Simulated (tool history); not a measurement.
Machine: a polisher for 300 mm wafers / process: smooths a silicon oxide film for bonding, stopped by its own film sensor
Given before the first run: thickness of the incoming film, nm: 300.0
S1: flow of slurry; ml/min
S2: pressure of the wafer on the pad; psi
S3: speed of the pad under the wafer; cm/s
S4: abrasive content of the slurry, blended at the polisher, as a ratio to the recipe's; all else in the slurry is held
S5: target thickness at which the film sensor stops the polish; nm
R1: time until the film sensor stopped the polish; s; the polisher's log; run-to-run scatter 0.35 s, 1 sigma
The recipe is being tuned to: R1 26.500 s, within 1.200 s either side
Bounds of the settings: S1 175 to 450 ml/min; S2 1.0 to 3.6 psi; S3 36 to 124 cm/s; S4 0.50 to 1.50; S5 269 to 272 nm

| run | hour | S1 | S2 | S3 | S4 | S5 | R1 |
|---|---|---|---|---|---|---|---|
| 1 | 0.0 | 290 | 2.3 | 80 | 1.00 | 269 | 38.678 |
| 2 | 3.2 | 290 | 2.3 | 80 | 1.20 | 269 | 35.801 |
| 3 | 6.4 | 290 | 2.3 | 66 | 1.20 | 269 | 41.060 |
| 4 | 8.7 | 290 | 2.0 | 66 | 1.20 | 269 | 45.984 |
| 5 | 14.3 | 290 | 2.0 | 50 | 1.20 | 269 | 57.986 |
| 6 | 19.7 | 290 | 2.0 | 40 | 1.20 | 269 | 68.795 |
| 7 | 23.5 | 290 | 2.2 | 42 | 1.20 | 269 | 60.150 |
| 8 | 25.1 | 290 | 2.3 | 44 | 1.20 | 269 | 55.850 |
| 9 | 31.6 | 290 | 2.4 | 46 | 1.20 | 269 | 53.048 |
| 10 | 33.0 | 290 | 2.5 | 48 | 1.20 | 269 | 50.221 |
| 11 | 41.6 | 290 | 2.6 | 50 | 1.20 | 269 | 45.886 |
| 12 | 47.9 | 290 | 3.2 | 58 | 1.20 | 269 | 35.018 |
| 13 | 52.2 | 290 | 3.2 | 60 | 1.20 | 269 | 33.338 |
| 14 | 55.8 | 290 | 3.4 | 64 | 1.20 | 269 | 30.238 |
| 15 | 62.3 | 290 | 3.5 | 68 | 1.20 | 269 | 28.005 |
|  | 66.3 | head pressure recalibrated |
| 16 | 66.3 | 290 | 3.6 | 70 | 1.20 | 269 | 27.754 |

5 candidate next runs follow, results not yet known. Just one meets every target within its allowed miss. Identify it.
| A | 70.3 | 315 | 3.4 | 84 | 1.15 | 272 | ? |
| B | 70.3 | 320 | 3.6 | 62 | 1.30 | 272 | ? |
| C | 70.3 | 265 | 3.6 | 78 | 1.30 | 271 | ? |
| D | 70.3 | 175 | 3.6 | 90 | 1.20 | 270 | ? |
| E | 70.3 | 335 | 3.6 | 76 | 1.20 | 272 | ? |

| move | R1 |
|---|---|
| A | 22.646 |
| B | 26.146 |
| C | 22.871 |
| D | 22.628 |
| E | 22.836 |
A: pushes the last run's worst result past its target
B: every result within its allowed miss
C: pushes the last run's worst result past its target
D: pushes the last run's worst result past its target
E: pushes the last run's worst result past its target
Go with B: it meets all targets.
